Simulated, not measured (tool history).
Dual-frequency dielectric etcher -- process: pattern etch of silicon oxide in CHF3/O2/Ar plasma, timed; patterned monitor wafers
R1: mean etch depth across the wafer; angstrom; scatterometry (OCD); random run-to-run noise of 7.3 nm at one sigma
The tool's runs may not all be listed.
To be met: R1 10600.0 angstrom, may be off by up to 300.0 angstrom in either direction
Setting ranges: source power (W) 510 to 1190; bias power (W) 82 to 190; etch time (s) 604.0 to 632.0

Run 1, hour 0.0: source power (W) 850, bias power (W) 136, etch time (s) 604.0. Result: R1 13172.0 angstrom.
Run 2, hour 3.2: source power (W) 780, bias power (W) 129, etch time (s) 604.0. Result: R1 12494.0 angstrom.
Run 3, hour 7.3: source power (W) 730, bias power (W) 125, etch time (s) 604.0. Result: R1 11772.0 angstrom.
Run 4, hour 12.0: source power (W) 830, bias power (W) 125, etch time (s) 604.0. Result: R1 12589.0 angstrom.
Run 5, hour 19.1: source power (W) 830, bias power (W) 105, etch time (s) 604.0. Result: R1 11747.0 angstrom.
Run 6, hour 23.2: source power (W) 800, bias power (W) 104, etch time (s) 604.0. Result: R1 11474.0 angstrom.
Run 7, hour 27.6: source power (W) 780, bias power (W) 103, etch time (s) 604.0. Result: R1 11214.0 angstrom.
Run 8, hour 30.6: source power (W) 760, bias power (W) 102, etch time (s) 604.0. Result: R1 10948.0 angstrom.
Run 9, hour 39.3: source power (W) 700, bias power (W) 99, etch time (s) 604.0. Result: R1 10229.0 angstrom.

Which single option among these 5 for the next run brings every result within its allowed miss of target? Just one does.
Run A, hour 48.0: source power (W) 790, bias power (W) 89, etch time (s) 604.0. Result: R1 ?.
Run B, hour 48.0: source power (W) 630, bias power (W) 92, etch time (s) 617.0. Result: R1 ?.
Run C, hour 48.0: source power (W) 590, bias power (W) 114, etch time (s) 625.0. Result: R1 ?.
Run D, hour 48.0: source power (W) 610, bias power (W) 107, etch time (s) 631.5. Result: R1 ?.
Run E, hour 48.0: source power (W) 680, bias power (W) 82, etch time (s) 623.5. Result: R1 ?.

move       R1
   A  10628.0
   B   9357.6
   C   9861.6
   D   9961.3
   E   9540.4
A: every result within its allowed miss
B: moves away from the targets compared with the last run
C: moves away from the targets compared with the last run
D: moves away from the targets compared with the last run
E: moves away from the targets compared with the last run
A is the move that brings every result within its allowed miss.

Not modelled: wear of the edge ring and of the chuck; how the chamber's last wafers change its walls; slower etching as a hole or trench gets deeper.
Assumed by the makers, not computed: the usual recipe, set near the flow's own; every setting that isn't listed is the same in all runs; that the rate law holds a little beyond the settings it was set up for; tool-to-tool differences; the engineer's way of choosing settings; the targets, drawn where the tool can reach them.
